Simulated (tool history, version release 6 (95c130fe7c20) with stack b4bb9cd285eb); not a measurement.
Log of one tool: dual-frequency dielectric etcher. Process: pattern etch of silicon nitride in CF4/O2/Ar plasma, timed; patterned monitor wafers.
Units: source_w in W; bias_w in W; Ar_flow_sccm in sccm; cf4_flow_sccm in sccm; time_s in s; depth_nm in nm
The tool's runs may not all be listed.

run	hour	source_w	bias_w	Ar_flow_sccm	cf4_flow_sccm	time_s	depth_nm
1	0.0	730	54	126	80	20.5	52.836
2	2.7	650	52	128	79	20.5	45.872
3	11.2	600	52	128	79	20.5	41.930
4	12.5	600	52	128	84	20.5	42.063
5	15.3	600	52	128	84	20.5	42.297
6	19.0	570	52	128	84	20.5	39.987
7	27.4	570	52	128	84	20.5	39.789

Run 8 comes next. What will it give?
8	34.6	550	52	128	84	20.5	?

{"run 8": {"depth_nm": 37.995}}
